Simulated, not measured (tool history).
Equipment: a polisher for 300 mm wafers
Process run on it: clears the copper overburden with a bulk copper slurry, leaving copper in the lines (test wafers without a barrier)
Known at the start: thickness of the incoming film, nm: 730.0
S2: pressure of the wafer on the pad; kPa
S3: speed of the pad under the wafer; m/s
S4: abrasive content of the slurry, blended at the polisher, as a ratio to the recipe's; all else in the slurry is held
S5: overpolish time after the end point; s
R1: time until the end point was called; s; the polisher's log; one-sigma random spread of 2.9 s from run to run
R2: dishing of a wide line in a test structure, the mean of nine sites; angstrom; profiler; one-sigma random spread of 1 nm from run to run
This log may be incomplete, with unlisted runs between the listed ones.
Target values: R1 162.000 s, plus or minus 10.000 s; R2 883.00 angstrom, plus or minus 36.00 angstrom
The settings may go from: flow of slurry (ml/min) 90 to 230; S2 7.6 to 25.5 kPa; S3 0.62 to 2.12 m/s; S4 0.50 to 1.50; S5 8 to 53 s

run 1 day=0.000 | flow_of_slurry_(ml/min)=150 S2=16.5 S3=1.36 S4=1.00 S5=27 | R1=85.217 R2=1017.20
run 2 day=0.183 | flow_of_slurry_(ml/min)=150 S2=14.5 S3=1.32 S4=1.00 S5=31 | R1=100.010 R2=974.55
run 3 day=0.325 | flow_of_slurry_(ml/min)=150 S2=14.5 S3=1.32 S4=1.20 S5=31 | R1=94.640 R2=983.52
run 4 day=0.667 | flow_of_slurry_(ml/min)=180 S2=14.5 S3=1.32 S4=1.20 S5=31 | R1=90.721 R2=1010.60
run 5 day=0.779 | flow_of_slurry_(ml/min)=145 S2=14.5 S3=1.32 S4=1.20 S5=31 | R1=93.486 R2=1002.40
run 6 day=1.092 | flow_of_slurry_(ml/min)=175 S2=14.5 S3=1.32 S4=1.20 S5=31 | R1=92.284 R2=1015.30
run 7 day=1.129 | flow_of_slurry_(ml/min)=175 S2=12.4 S3=1.28 S4=1.20 S5=35 | R1=110.670 R2=948.99
run 8 day=1.183 | flow_of_slurry_(ml/min)=175 S2=11.0 S3=1.26 S4=1.20 S5=38 | R1=125.970 R2=898.25
run 9 day=1.371 | flow_of_slurry_(ml/min)=175 S2=10.3 S3=1.24 S4=1.20 S5=41 | R1=133.640 R2=892.05
run 10 day=1.579 | flow_of_slurry_(ml/min)=165 S2=7.6 S3=1.16 S4=1.20 S5=50 | R1=192.860 R2=762.55
run 11 day=1.950 | flow_of_slurry_(ml/min)=175 S2=8.3 S3=1.16 S4=1.20 S5=50 | R1=173.420 R2=817.13
run 12 day=2.296 | flow_of_slurry_(ml/min)=180 S2=8.3 S3=1.16 S4=1.20 S5=51 | R1=171.050 R2=826.48
run 13 day=2.371 | flow_of_slurry_(ml/min)=180 S2=8.3 S3=1.14 S4=1.20 S5=52 | R1=178.280 R2=826.22
run 14 day=2.471 | flow_of_slurry_(ml/min)=185 S2=8.3 S3=1.14 S4=1.20 S5=52 | R1=180.690 R2=814.84

Of the 5 settings listed for the next run, only one would bring every result within its allowed miss of target. Which one?
run A day=2.571 | flow_of_slurry_(ml/min)=210 S2=7.6 S3=1.26 S4=1.05 S5=44 | R1=? R2=?
run B day=2.571 | flow_of_slurry_(ml/min)=160 S2=7.6 S3=1.08 S4=1.30 S5=48 | R1=? R2=?
run C day=2.571 | flow_of_slurry_(ml/min)=185 S2=9.7 S3=1.00 S4=1.50 S5=50 | R1=? R2=?
run D day=2.571 | flow_of_slurry_(ml/min)=185 S2=9.7 S3=1.12 S4=1.15 S5=39 | R1=? R2=?
run E day=2.571 | flow_of_slurry_(ml/min)=175 S2=9.7 S3=1.20 S4=0.90 S5=41 | R1=? R2=?

move=A R1=177.530 R2=743.68
move=B R1=204.070 R2=725.11
move=C R1=164.410 R2=870.19
move=D R1=157.920 R2=787.53
move=E R1=159.070 R2=804.94
A: moves away from the targets compared with the last run
B: moves away from the targets compared with the last run
C: every result within its allowed miss
D: moves away from the targets compared with the last run
E: moves away from the targets compared with the last run
C is the move that brings every result within its allowed miss.

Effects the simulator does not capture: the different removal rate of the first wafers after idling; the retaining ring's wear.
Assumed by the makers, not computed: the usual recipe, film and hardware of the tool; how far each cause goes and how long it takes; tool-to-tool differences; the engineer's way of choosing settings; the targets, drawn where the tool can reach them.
